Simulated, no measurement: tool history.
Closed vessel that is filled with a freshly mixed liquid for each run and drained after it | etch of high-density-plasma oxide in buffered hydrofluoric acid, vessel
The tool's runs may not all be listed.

| run | day | temperature setpoint of the liquid (K) | parts of 40 % ammonium fluoride to one part of 49 % hydrofluoric acid (parts by volume) | time in the liquid (s) | thickness taken off the high-density-plasma oxide on a monitor wafer (angstrom) |
|---|---|---|---|---|---|
| 1 | 0.000 | 296.15 | 22.5 | 105 | 767.30 |
| 2 | 0.100 | 296.15 | 22.5 | 105 | 755.50 |
| 3 | 0.400 | 299.15 | 22.5 | 105 | 896.20 |
| 4 | 0.533 | 299.15 | 20.0 | 105 | 968.61 |
| 5 | 0.846 | 299.15 | 20.0 | 105 | 975.40 |
| 6 | 1.142 | 299.15 | 24.5 | 105 | 843.23 |
| 7 | 1.438 | 300.65 | 23.0 | 105 | 955.79 |
| 8 | 1.567 | 301.65 | 22.0 | 105 | 1053.60 |

Expected results for the next run?
| 9 | 1.679 | 302.65 | 21.5 | 105 | ? |

thickness taken off the high-density-plasma oxide on a monitor wafer (angstrom): 1112.70
